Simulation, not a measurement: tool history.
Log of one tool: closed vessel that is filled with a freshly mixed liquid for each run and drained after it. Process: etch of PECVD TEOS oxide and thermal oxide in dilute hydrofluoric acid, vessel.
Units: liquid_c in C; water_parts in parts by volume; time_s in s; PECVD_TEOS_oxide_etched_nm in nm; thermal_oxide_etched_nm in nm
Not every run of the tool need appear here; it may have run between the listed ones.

{"run": 1, "hour": 0.0, "liquid_c": 24.0, "water_parts": 205, "time_s": 290, "PECVD_TEOS_oxide_etched_nm": 15.408, "thermal_oxide_etched_nm": 6.4958}
{"run": 2, "hour": 2.3, "liquid_c": 24.0, "water_parts": 155, "time_s": 290, "PECVD_TEOS_oxide_etched_nm": 21.396, "thermal_oxide_etched_nm": 9.0447}
{"run": 3, "hour": 10.9, "liquid_c": 24.0, "water_parts": 115, "time_s": 290, "PECVD_TEOS_oxide_etched_nm": 30.54, "thermal_oxide_etched_nm": 12.716}
{"run": 4, "hour": 19.7, "liquid_c": 27.0, "water_parts": 115, "time_s": 290, "PECVD_TEOS_oxide_etched_nm": 34.194, "thermal_oxide_etched_nm": 14.382}
{"run": 5, "hour": 25.6, "liquid_c": 25.5, "water_parts": 130, "time_s": 290, "PECVD_TEOS_oxide_etched_nm": 28.26, "thermal_oxide_etched_nm": 11.898}
{"run": 6, "hour": 31.1, "liquid_c": 25.5, "water_parts": 130, "time_s": 380, "PECVD_TEOS_oxide_etched_nm": 37.052, "thermal_oxide_etched_nm": 15.442}
{"run": 7, "hour": 34.9, "liquid_c": 21.5, "water_parts": 210, "time_s": 380, "PECVD_TEOS_oxide_etched_nm": 18.163, "thermal_oxide_etched_nm": 7.5405}
{"run": 8, "hour": 36.4, "liquid_c": 21.0, "water_parts": 215, "time_s": 380, "PECVD_TEOS_oxide_etched_nm": 17.184, "thermal_oxide_etched_nm": 7.1076}
{"run": 9, "hour": 44.4, "liquid_c": 21.0, "water_parts": 215, "time_s": 380, "PECVD_TEOS_oxide_etched_nm": 17.124, "thermal_oxide_etched_nm": 7.1713}

Forecast run 10:
{"run": 10, "hour": 50.8, "liquid_c": 20.5, "water_parts": 220, "time_s": 380, "PECVD_TEOS_oxide_etched_nm": "?", "thermal_oxide_etched_nm": "?"}

{"run 10": {"PECVD_TEOS_oxide_etched_nm": 16.584, "thermal_oxide_etched_nm": 6.8632}}
